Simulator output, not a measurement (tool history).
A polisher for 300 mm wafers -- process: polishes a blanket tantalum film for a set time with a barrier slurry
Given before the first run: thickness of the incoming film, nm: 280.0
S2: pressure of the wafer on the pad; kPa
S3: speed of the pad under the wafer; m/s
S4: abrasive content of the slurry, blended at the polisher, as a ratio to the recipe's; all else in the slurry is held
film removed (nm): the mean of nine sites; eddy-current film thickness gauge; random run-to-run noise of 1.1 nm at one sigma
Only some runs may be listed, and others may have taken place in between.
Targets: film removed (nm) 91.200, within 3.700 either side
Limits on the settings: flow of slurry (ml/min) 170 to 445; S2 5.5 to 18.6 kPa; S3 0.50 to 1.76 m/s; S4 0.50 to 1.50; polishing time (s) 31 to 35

run 1 hour=0.0 | flow_of_slurry_(ml/min)=285 S2=11.7 S3=1.12 S4=1.00 polishing_time_(s)=35 | film_removed_(nm)=59.434
run 2 hour=6.3 | flow_of_slurry_(ml/min)=230 S2=11.7 S3=1.12 S4=1.00 polishing_time_(s)=35 | film_removed_(nm)=57.767
run 3 hour=10.2 | flow_of_slurry_(ml/min)=230 S2=11.7 S3=1.12 S4=0.80 polishing_time_(s)=35 | film_removed_(nm)=54.610
run 4 hour=16.0 | flow_of_slurry_(ml/min)=230 S2=13.1 S3=1.12 S4=0.80 polishing_time_(s)=35 | film_removed_(nm)=61.576
run 5 hour=24.8 | flow_of_slurry_(ml/min)=230 S2=14.5 S3=1.12 S4=0.80 polishing_time_(s)=35 | film_removed_(nm)=66.808
run 6 hour=31.3 | flow_of_slurry_(ml/min)=230 S2=12.4 S3=1.12 S4=0.80 polishing_time_(s)=35 | film_removed_(nm)=56.741
run 7 hour=36.9 | flow_of_slurry_(ml/min)=230 S2=15.9 S3=1.16 S4=0.80 polishing_time_(s)=35 | film_removed_(nm)=74.672
run 8 hour=41.3 | flow_of_slurry_(ml/min)=230 S2=16.5 S3=1.16 S4=0.80 polishing_time_(s)=35 | film_removed_(nm)=77.767
run 9 hour=49.4 | flow_of_slurry_(ml/min)=230 S2=17.2 S3=1.16 S4=0.80 polishing_time_(s)=35 | film_removed_(nm)=80.790
run 10 hour=55.0 | flow_of_slurry_(ml/min)=230 S2=17.2 S3=1.18 S4=0.80 polishing_time_(s)=35 | film_removed_(nm)=80.146
run 11 hour=61.2 | flow_of_slurry_(ml/min)=230 S2=17.2 S3=1.20 S4=0.80 polishing_time_(s)=35 | film_removed_(nm)=83.571
run 12 hour=62.8 | flow_of_slurry_(ml/min)=230 S2=17.9 S3=1.20 S4=0.80 polishing_time_(s)=35 | film_removed_(nm)=87.704

Below are 4 possible settings for the next run. Only one of them brings all results inside the allowed miss of their targets. Which is it?
run A hour=64.4 | flow_of_slurry_(ml/min)=225 S2=18.6 S3=1.20 S4=0.75 polishing_time_(s)=32 | film_removed_(nm)=?
run B hour=64.4 | flow_of_slurry_(ml/min)=225 S2=17.2 S3=1.30 S4=0.80 polishing_time_(s)=35 | film_removed_(nm)=?
run C hour=64.4 | flow_of_slurry_(ml/min)=240 S2=17.2 S3=1.22 S4=0.80 polishing_time_(s)=34 | film_removed_(nm)=?
run D hour=64.4 | flow_of_slurry_(ml/min)=265 S2=18.6 S3=1.12 S4=0.95 polishing_time_(s)=32 | film_removed_(nm)=?

move=A film_removed_(nm)=79.532
move=B film_removed_(nm)=88.663
move=C film_removed_(nm)=81.958
move=D film_removed_(nm)=82.065
A: lands further from the targets than the last run did
B: meets every target
C: lands further from the targets than the last run did
D: lands further from the targets than the last run did
B meets every target.
